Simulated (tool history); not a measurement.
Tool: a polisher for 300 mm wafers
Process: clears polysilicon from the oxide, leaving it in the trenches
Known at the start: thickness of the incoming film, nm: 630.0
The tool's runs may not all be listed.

run	hour	flow of slurry (ml/min)	pressure of the wafer on the pad (kPa)	speed of the pad under the wafer (m/s)	overpolish time after the end point (s)	time until the end point was called (s)	dishing of a wide line in a test structure (angstrom)
1	0	310	16.5	0.92	16	66.935	216.38
2	3.4	310	16.5	1.12	16	55.8	215.95
3	9.6	310	16.5	1.12	15	55.734	220.91
4	14.8	310	16.5	1.12	17	56.547	221.94
5	19.6	315	16.5	1.12	16	55.89	222.48
6	24.3	315	16.5	1.12	13	55.716	218.86
7	25.3	300	16.5	1.1	12	57.537	214.16
8	34	295	16.5	1.1	11	57.186	217.91

Run 9 comes next. What will it give?
9	42.8	295	16.5	1.08	10	?	?

{"run 9": {"time until the end point was called (s)": 57.978, "dishing of a wide line in a test structure (angstrom)": 212.92}}

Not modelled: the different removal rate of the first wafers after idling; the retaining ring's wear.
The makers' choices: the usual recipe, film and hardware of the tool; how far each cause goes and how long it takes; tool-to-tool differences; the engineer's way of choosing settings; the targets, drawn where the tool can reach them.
